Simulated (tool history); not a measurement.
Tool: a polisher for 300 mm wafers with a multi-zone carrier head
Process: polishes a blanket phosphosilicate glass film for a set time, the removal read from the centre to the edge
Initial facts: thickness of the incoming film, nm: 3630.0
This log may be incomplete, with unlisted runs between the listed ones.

run  hour  flow of slurry (ml/min)  pressure of the head's centre zone  pressure of the head's middle zone  pressure of the head's edge zone  abrasive content of the slurry  polishing time (s)  film removed at the wafer's centre (Å)  film removed at mid-radius (Å)  film removed at the wafer's edge (Å)
  1     0                      300                                   1                                   1                                 1                               1                  39                                  3127.5                          3060.1                                3159.4
  2   5.4                      305                                1.01                                0.98                              0.96                             0.9                  38                                  2954.2                          2809.1                                2889.1
  3   6.1                      305                                1.02                                0.96                              0.93                             0.8                  37                                  2718.5                          2569.4                                2705.5
  4   7.4                      315                                1.05                                0.96                              0.91                            0.75                  35                                  2601.7                            2344                                2427.9
  5   9.2                      315                                1.05                                0.96                              0.91                            0.75                  41                                  2949.4                          2775.7                                2872.2
  6  14.9                      320                                1.06                                0.96                               0.9                             0.7                  39                                    2737                            2500                                2537.9
  7    23                      320                                1.06                                0.96                               0.9                             0.7                  39                                    2785                          2543.1                                2601.2
  8  26.9                      325                                1.07                                0.96                              0.89                            0.65                  38                                  2598.8                          2351.2                                2431.7
  9  29.3                      320                                1.12                                0.96                              0.81                             0.5                  35                                  2182.2                          1915.9                                1889.3
 10  37.2                      325                                1.12                                0.96                              0.82                             0.5                  35                                  2232.3                          1899.6                                1907.8

The next listed run, before its measurement:
 11    46                      330                                1.11                                0.96                              0.83                             0.5                  35                                       ?                               ?                                     ?

{"run 11": {"film removed at the wafer's centre (Å)": 2213.4, "film removed at mid-radius (Å)": 1916, "film removed at the wafer's edge (Å)": 1906.8}}

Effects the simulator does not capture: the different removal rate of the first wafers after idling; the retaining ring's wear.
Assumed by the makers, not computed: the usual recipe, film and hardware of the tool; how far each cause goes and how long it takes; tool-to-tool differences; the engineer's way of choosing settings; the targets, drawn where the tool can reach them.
